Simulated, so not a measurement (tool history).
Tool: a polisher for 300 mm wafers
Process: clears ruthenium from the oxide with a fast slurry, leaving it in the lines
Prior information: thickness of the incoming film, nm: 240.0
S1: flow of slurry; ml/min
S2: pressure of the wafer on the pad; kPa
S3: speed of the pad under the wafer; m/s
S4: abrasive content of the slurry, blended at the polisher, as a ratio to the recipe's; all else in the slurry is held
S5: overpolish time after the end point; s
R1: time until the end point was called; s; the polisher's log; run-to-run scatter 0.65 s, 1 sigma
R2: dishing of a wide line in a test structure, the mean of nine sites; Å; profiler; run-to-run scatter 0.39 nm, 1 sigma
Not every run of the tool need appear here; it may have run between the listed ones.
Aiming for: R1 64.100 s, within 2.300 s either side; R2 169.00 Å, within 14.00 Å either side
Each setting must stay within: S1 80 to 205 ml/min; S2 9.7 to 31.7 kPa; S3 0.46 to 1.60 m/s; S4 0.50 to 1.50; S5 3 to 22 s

Run 1, day 0.000: S1 135 ml/min, S2 20.7 kPa, S3 1.02 m/s, S4 1.00, S5 11 s. Result: R1 45.826 s, R2 405.43 Å.
Run 2, day 0.133: S1 135 ml/min, S2 20.7 kPa, S3 1.02 m/s, S4 1.15, S5 11 s. Result: R1 43.576 s, R2 438.46 Å.
Run 3, day 0.300: S1 135 ml/min, S2 20.7 kPa, S3 1.02 m/s, S4 0.95, S5 11 s. Result: R1 47.312 s, R2 400.90 Å.
Run 4, day 0.558: S1 135 ml/min, S2 20.7 kPa, S3 0.80 m/s, S4 0.95, S5 11 s. Result: R1 59.902 s, R2 313.07 Å.
Run 5, day 0.692: S1 135 ml/min, S2 24.1 kPa, S3 0.80 m/s, S4 0.95, S5 11 s. Result: R1 52.384 s, R2 373.15 Å.
Run 6, day 0.946: S1 135 ml/min, S2 24.1 kPa, S3 0.54 m/s, S4 0.95, S5 11 s. Result: R1 76.908 s, R2 257.65 Å.
Run 7, day 0.983: S1 165 ml/min, S2 27.6 kPa, S3 0.54 m/s, S4 0.95, S5 5 s. Result: R1 66.072 s, R2 138.31 Å.
Run 8, day 1.008: S1 160 ml/min, S2 27.6 kPa, S3 0.54 m/s, S4 0.95, S5 5 s. Result: R1 65.044 s, R2 139.63 Å.

Of the 5 settings listed for the next run, only one would bring every result within its allowed miss of target. Which one?
Run A, day 1.033: S1 145 ml/min, S2 27.6 kPa, S3 0.58 m/s, S4 0.75, S5 6 s. Result: R1 ?, R2 ?.
Run B, day 1.033: S1 165 ml/min, S2 29.6 kPa, S3 0.48 m/s, S4 1.10, S5 6 s. Result: R1 ?, R2 ?.
Run C, day 1.033: S1 165 ml/min, S2 22.8 kPa, S3 0.58 m/s, S4 1.05, S5 7 s. Result: R1 ?, R2 ?.
Run D, day 1.033: S1 165 ml/min, S2 27.6 kPa, S3 0.48 m/s, S4 1.00, S5 5 s. Result: R1 ?, R2 ?.
Run E, day 1.033: S1 150 ml/min, S2 23.4 kPa, S3 0.74 m/s, S4 0.75, S5 5 s. Result: R1 ?, R2 ?.

move      R1      R2
   A  68.778  150.55
   B  64.480  160.25
   C  69.057  174.06
   D  71.356  121.66
   E  62.393  138.64
A: about the same distance from the targets as the last run
B: in spec on every target
C: brings the result that was furthest off to its target, and leaves another outside
D: the biggest miss grows against the last run
E: about the same distance from the targets as the last run
The right move is B.
